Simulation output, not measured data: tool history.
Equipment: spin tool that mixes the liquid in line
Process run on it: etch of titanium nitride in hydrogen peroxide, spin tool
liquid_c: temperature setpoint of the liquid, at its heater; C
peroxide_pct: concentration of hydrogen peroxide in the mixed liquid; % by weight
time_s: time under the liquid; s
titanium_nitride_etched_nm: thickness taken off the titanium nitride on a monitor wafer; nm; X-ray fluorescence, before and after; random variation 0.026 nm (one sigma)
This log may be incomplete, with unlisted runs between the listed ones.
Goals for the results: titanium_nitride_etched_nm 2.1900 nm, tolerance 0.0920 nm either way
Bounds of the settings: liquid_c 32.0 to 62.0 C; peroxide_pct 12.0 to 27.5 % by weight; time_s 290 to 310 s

{"run": 1, "hour": 0.0, "liquid_c": 46.0, "peroxide_pct": 18.5, "time_s": 290, "titanium_nitride_etched_nm": 5.3195}
{"run": 2, "hour": 1.3, "liquid_c": 46.0, "peroxide_pct": 18.5, "time_s": 310, "titanium_nitride_etched_nm": 5.6625}
{"run": 3, "hour": 5.4, "liquid_c": 46.0, "peroxide_pct": 20.5, "time_s": 310, "titanium_nitride_etched_nm": 5.9069}
{"run": 4, "hour": 10.5, "liquid_c": 43.0, "peroxide_pct": 20.5, "time_s": 310, "titanium_nitride_etched_nm": 4.6552}
{"run": 5, "hour": 16.4, "liquid_c": 41.0, "peroxide_pct": 20.5, "time_s": 310, "titanium_nitride_etched_nm": 4.0679}
{"run": 6, "hour": 24.2, "liquid_c": 39.0, "peroxide_pct": 20.5, "time_s": 310, "titanium_nitride_etched_nm": 3.3921}
{"run": 7, "hour": 30.8, "liquid_c": 38.0, "peroxide_pct": 20.5, "time_s": 310, "titanium_nitride_etched_nm": 3.1765}
{"run": 8, "hour": 37.6, "liquid_c": 37.0, "peroxide_pct": 20.5, "time_s": 310, "titanium_nitride_etched_nm": 2.9929}
{"run": 9, "hour": 39.0, "liquid_c": 36.0, "peroxide_pct": 20.5, "time_s": 310, "titanium_nitride_etched_nm": 2.6823}
{"run": 10, "hour": 47.7, "liquid_c": 35.5, "peroxide_pct": 20.5, "time_s": 310, "titanium_nitride_etched_nm": 2.6157}
{"run": 11, "hour": 53.8, "liquid_c": 35.0, "peroxide_pct": 20.5, "time_s": 310, "titanium_nitride_etched_nm": 2.5178}
{"run": 12, "hour": 59.1, "liquid_c": 34.5, "peroxide_pct": 20.5, "time_s": 310, "titanium_nitride_etched_nm": 2.3619}
{"run": 13, "hour": 59.6, "liquid_c": 34.0, "peroxide_pct": 20.5, "time_s": 310, "titanium_nitride_etched_nm": 2.3308}

Exercise: of the 4 proposed moves below, exactly one satisfies all targets within the stated allowed misses. Which move is it?
{"run": "A", "hour": 60.1, "liquid_c": 36.0, "peroxide_pct": 21.5, "time_s": 290, "titanium_nitride_etched_nm": "?"}
{"run": "B", "hour": 60.1, "liquid_c": 34.0, "peroxide_pct": 16.5, "time_s": 305, "titanium_nitride_etched_nm": "?"}
{"run": "C", "hour": 60.1, "liquid_c": 36.0, "peroxide_pct": 15.5, "time_s": 310, "titanium_nitride_etched_nm": "?"}
{"run": "D", "hour": 60.1, "liquid_c": 35.5, "peroxide_pct": 23.0, "time_s": 290, "titanium_nitride_etched_nm": "?"}

move=A titanium_nitride_etched_nm=2.5925
move=B titanium_nitride_etched_nm=2.1983
move=C titanium_nitride_etched_nm=2.5848
move=D titanium_nitride_etched_nm=2.5286
A: further off than the last run
B: every result lands within tolerance
C: further off than the last run
D: further off than the last run
The move that meets every target is B.

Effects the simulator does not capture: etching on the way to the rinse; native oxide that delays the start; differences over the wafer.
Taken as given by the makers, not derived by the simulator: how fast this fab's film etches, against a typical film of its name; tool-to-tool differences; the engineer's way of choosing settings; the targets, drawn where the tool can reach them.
